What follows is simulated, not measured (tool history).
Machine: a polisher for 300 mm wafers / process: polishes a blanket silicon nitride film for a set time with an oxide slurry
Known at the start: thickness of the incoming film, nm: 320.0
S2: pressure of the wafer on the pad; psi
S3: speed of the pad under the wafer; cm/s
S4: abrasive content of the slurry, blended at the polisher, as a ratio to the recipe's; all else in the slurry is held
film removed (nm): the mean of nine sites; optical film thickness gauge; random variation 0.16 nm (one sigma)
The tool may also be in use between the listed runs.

Run 1, hour 0: flow of slurry (ml/min) 255, S2 4.5 psi, S3 86 cm/s, S4 1, polishing time (s) 49. Result: film removed (nm) 27.599.
Run 2, hour 2.1: flow of slurry (ml/min) 255, S2 4.5 psi, S3 86 cm/s, S4 1, polishing time (s) 43. Result: film removed (nm) 23.56.
Run 3, hour 4: flow of slurry (ml/min) 255, S2 4.5 psi, S3 86 cm/s, S4 1, polishing time (s) 49. Result: film removed (nm) 26.723.
Run 4, hour 10.3: flow of slurry (ml/min) 255, S2 3.8 psi, S3 86 cm/s, S4 1, polishing time (s) 49. Result: film removed (nm) 22.967.
Run 5, hour 15.6: flow of slurry (ml/min) 285, S2 3.8 psi, S3 86 cm/s, S4 1, polishing time (s) 49. Result: film removed (nm) 23.248.
Run 6, hour 19.9: flow of slurry (ml/min) 285, S2 3.8 psi, S3 76 cm/s, S4 1, polishing time (s) 49. Result: film removed (nm) 21.345.
Run 7, hour 24.2: flow of slurry (ml/min) 285, S2 3.5 psi, S3 76 cm/s, S4 1, polishing time (s) 49. Result: film removed (nm) 19.478.
Run 8, hour 30.3: flow of slurry (ml/min) 285, S2 3.3 psi, S3 76 cm/s, S4 1, polishing time (s) 49. Result: film removed (nm) 18.569.
Run 9, hour 33.9: flow of slurry (ml/min) 285, S2 3.1 psi, S3 76 cm/s, S4 1, polishing time (s) 49. Result: film removed (nm) 17.446.

Run 10 has not been measured yet. What should we expect?
At hour 41.1: head pressure recalibrated.
Run 10, hour 41.1: flow of slurry (ml/min) 280, S2 3 psi, S3 76 cm/s, S4 1, polishing time (s) 49. Result: film removed (nm) ?.

{"run 10": {"film removed (nm)": 18.51}}
